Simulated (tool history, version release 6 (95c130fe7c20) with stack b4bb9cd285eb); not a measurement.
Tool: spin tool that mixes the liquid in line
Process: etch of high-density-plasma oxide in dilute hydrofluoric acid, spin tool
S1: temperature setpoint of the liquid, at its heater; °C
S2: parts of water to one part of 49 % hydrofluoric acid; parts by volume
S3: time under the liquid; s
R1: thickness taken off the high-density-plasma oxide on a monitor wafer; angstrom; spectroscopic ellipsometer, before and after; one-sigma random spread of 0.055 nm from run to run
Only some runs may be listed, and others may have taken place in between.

run 1 hour=0 | S1=23 S2=140 S3=225 | R1=136.38
run 2 hour=7.5 | S1=23 S2=140 S3=225 | R1=135.35
run 3 hour=15.3 | S1=23 S2=140 S3=225 | R1=135.34
run 4 hour=23.3 | S1=23 S2=140 S3=225 | R1=134.59
run 5 hour=27.4 | S1=23 S2=140 S3=240 | R1=142.95
run 6 hour=32.3 | S1=21.5 S2=145 S3=240 | R1=130.86

What does the tool deliver on the next run?
run 7 hour=38.6 | S1=20 S2=150 S3=240 | R1=?

R1: 118.32 angstrom

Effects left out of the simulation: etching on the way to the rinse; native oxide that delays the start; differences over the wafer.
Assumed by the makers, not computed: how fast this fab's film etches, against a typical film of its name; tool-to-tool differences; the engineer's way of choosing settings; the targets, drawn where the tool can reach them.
